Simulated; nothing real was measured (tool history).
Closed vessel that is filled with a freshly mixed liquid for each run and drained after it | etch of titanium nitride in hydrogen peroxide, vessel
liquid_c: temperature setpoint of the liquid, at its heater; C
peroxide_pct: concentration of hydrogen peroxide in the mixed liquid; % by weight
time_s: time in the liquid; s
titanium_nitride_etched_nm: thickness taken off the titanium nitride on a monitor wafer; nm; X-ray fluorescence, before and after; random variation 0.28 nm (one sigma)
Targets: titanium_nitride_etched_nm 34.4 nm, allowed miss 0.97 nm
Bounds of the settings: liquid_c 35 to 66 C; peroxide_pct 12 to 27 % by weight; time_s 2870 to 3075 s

run	hour	liquid_c	peroxide_pct	time_s	titanium_nitride_etched_nm
1	0	51	18	2870	70.879
2	9.3	50	18	2870	66.099
3	15.4	49	18	2870	61.838
4	22.4	48	18	2870	57.358
5	29.2	48	16	2870	55.565
6	34.9	48	16	3075	60.542
# hour 36.4: thermometer replaced
7	36.4	47	16	3075	63.824
8	44.7	46	16	3075	58.412
9	49.1	45	16	3075	54.134
10	51.4	44	16	3075	49.955
11	59.1	43.5	16	3075	48.985
12	68.4	37.5	16	3075	30.629
13	74.7	38.5	16	3075	32.942

5 next moves are on the table. One of them brings every result within its allowed miss. Which?
A	81	39.5	18.5	2870	?
B	81	40.5	17	2870	?
C	81	39	16	2870	?
D	81	40	23	2870	?
E	81	40	17.5	2955	?

move	titanium_nitride_etched_nm
A	34.239
B	36.318
C	31.942
D	37.287
E	36.207
A: meets every target
B: takes the result that was furthest off past its target
C: further off than the last run
D: takes the result that was furthest off past its target
E: takes the result that was furthest off past its target
Move A is the one to make.
